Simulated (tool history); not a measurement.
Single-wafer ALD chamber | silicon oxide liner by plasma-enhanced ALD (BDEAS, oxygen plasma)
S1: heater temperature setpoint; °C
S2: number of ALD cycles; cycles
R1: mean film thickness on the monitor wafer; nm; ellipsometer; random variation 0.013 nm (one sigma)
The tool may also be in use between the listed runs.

{"run": 1, "hour": 0.0, "S1": 315, "S2": 43, "R1": 4.3461}
{"run": 2, "hour": 3.6, "S1": 310, "S2": 43, "R1": 4.3695}
{"run": 3, "hour": 4.8, "S1": 316, "S2": 43, "R1": 4.3647}
{"run": 4, "hour": 12.1, "S1": 316, "S2": 40, "R1": 4.058}
{"run": 5, "hour": 19.6, "S1": 316, "S2": 38, "R1": 3.8264}
{"run": 6, "hour": 22.5, "S1": 316, "S2": 37, "R1": 3.7375}
{"run": 7, "hour": 25.4, "S1": 316, "S2": 36, "R1": 3.6381}
{"run": 8, "hour": 31.7, "S1": 316, "S2": 35, "R1": 3.5182}

Run 9 comes next. What will it give?
{"run": 9, "hour": 37.5, "S1": 316, "S2": 34, "R1": "?"}

R1: 3.4542 nm
